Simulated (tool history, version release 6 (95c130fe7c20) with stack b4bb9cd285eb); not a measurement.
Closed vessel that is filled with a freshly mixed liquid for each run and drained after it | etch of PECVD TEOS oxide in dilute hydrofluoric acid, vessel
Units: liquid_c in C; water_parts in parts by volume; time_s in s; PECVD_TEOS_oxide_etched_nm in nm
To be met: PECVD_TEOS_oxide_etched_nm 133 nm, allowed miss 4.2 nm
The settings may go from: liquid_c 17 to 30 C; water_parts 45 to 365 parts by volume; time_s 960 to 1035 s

| run | hour | liquid_c | water_parts | time_s | PECVD_TEOS_oxide_etched_nm |
|---|---|---|---|---|---|
| 1 | 0 | 22 | 205 | 960 | 42.842 |
| 2 | 2.9 | 24 | 165 | 960 | 58.939 |
| 3 | 8.2 | 25.5 | 135 | 960 | 79.327 |
| 4 | 15.9 | 25.5 | 95 | 960 | 119.32 |
| 5 | 20.8 | 25.5 | 155 | 960 | 66.968 |
| 6 | 26.9 | 25.5 | 115 | 960 | 97.659 |
| 7 | 34.4 | 25.5 | 115 | 960 | 96.98 |
| 8 | 35.6 | 26.5 | 105 | 960 | 112.42 |
| 9 | 37.7 | 30 | 105 | 960 | 127.26 |

Which of these 4 next moves meets every target?
| A | 39.8 | 29 | 110 | 990 | ? |
| B | 39.8 | 30 | 115 | 1035 | ? |
| C | 39.8 | 30 | 115 | 1010 | ? |
| D | 39.8 | 30 | 105 | 1020 | ? |

| move | PECVD_TEOS_oxide_etched_nm |
|---|---|
| A | 117.92 |
| B | 121.46 |
| C | 118.53 |
| D | 133.01 |
A: further off than the last run
B: further off than the last run
C: further off than the last run
D: meets every target
Move D is the one to make.
